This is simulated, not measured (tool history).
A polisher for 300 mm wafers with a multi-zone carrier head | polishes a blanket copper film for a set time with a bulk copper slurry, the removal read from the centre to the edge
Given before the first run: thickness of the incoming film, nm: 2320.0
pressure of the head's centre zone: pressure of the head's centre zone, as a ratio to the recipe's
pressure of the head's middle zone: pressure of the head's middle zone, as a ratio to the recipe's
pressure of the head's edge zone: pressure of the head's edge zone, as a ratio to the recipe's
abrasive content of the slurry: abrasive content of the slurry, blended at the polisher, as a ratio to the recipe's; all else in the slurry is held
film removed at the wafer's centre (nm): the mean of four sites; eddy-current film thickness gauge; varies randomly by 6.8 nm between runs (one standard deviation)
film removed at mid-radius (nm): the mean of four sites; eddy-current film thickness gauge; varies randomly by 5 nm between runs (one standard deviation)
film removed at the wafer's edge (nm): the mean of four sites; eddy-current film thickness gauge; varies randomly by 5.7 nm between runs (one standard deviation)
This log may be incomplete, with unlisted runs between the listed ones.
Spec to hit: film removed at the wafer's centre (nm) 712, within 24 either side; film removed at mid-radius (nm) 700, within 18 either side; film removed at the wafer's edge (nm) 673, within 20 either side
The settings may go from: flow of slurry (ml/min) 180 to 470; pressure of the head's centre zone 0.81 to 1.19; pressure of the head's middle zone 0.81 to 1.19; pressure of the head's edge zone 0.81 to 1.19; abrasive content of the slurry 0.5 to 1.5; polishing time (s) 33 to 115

run  hour  flow of slurry (ml/min)  pressure of the head's centre zone  pressure of the head's middle zone  pressure of the head's edge zone  abrasive content of the slurry  polishing time (s)  film removed at the wafer's centre (nm)  film removed at mid-radius (nm)  film removed at the wafer's edge (nm)
  1     0                      300                                   1                                   1                                 1                               1                  73                                   503.12                           498.32                                 498.09
  2   6.7                      300                                1.07                                   1                                 1                               1                  73                                   543.37                            494.6                                 500.61
  3  12.7                      305                                1.08                                1.02                              1.02                            1.05                  74                                   564.63                           512.86                                 510.24
  4  17.5                      245                                1.08                                1.02                              1.02                            1.05                  74                                   536.66                            514.1                                 503.76
  5  25.2                      245                                1.08                                1.02                              1.02                            1.15                  74                                   557.64                           517.03                                 519.89
  6  25.9                      250                                1.08                                1.04                              1.03                             1.2                  75                                    577.9                           545.27                                 534.26
  7  33.5                      255                                1.08                                1.05                              1.05                            1.25                  76                                   586.24                           552.31                                 555.01
  8  35.2                      255                                1.08                                1.06                              1.06                             1.3                  77                                   607.18                           570.58                                 574.25
  9  36.7                      325                                1.12                                1.16                              1.16                             1.5                  79                                    672.4                           667.15                                 631.72

Of the 5 settings listed for the next run, only one would bring every result within its allowed miss of target. Which one?
  A  38.2                      215                                1.19                                1.03                              1.16                             1.3                  87                                        ?                                ?                                      ?
  B  38.2                      445                                1.08                                1.06                              1.19                             1.5                  84                                        ?                                ?                                      ?
  C  38.2                      360                                1.09                                1.18                              1.19                             1.5                  79                                        ?                                ?                                      ?
  D  38.2                      320                                1.19                                1.14                               1.1                             1.4                  85                                        ?                                ?                                      ?
  E  38.2                      315                                1.13                                1.16                              1.19                            1.45                  83                                        ?                                ?                                      ?

move  film removed at the wafer's centre (nm)  film removed at mid-radius (nm)  film removed at the wafer's edge (nm)
   A                                   738.08                           621.39                                 659.76
   B                                   709.76                           666.28                                 691.18
   C                                   664.51                           678.44                                 642.74
   D                                   756.53                           692.15                                 650.39
   E                                   709.29                           690.92                                 665.92
A: brings the last run's worst result on target, with another outside its allowed miss
B: brings the last run's worst result on target, with another outside its allowed miss
C: as far off as the last run
D: closer than the last run, but not yet in spec
E: every result lands within tolerance
So the answer is move E, the one that meets all the targets.

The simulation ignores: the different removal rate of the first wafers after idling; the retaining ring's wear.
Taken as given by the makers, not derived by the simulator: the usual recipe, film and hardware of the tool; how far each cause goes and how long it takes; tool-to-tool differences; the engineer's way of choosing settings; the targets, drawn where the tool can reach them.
